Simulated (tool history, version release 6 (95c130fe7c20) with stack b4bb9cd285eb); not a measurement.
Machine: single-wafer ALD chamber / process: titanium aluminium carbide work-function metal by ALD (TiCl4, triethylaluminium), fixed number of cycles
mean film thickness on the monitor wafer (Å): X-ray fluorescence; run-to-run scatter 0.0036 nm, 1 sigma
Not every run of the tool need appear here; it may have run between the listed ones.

run    day  heater temperature setpoint (°C)  triethylaluminium pulse time (s)  mean film thickness on the monitor wafer (Å)
  1  0.000                               275                             15.42                                        18.618
  2  0.096                               272                             15.24                                        18.305
  3  0.438                               264                             15.24                                        17.534
  4  0.729                               272                             15.24                                        18.278
  5  0.971                               272                             11.69                                        17.753
  6  1.188                               272                              9.04                                        15.945
  7  1.229                               273                              9.09                                        16.100
  8  1.417                               274                              9.15                                        16.314
  9  1.475                               275                              9.19                                        16.410
 10  1.838                               276                              9.23                                        16.551
 11  1.875                               276                              9.25                                        16.557

What does the tool deliver on the next run?
 12  2.188                               276                              9.25                                             ?

Logged for run 12: mean film thickness on the monitor wafer (Å) 16.582.
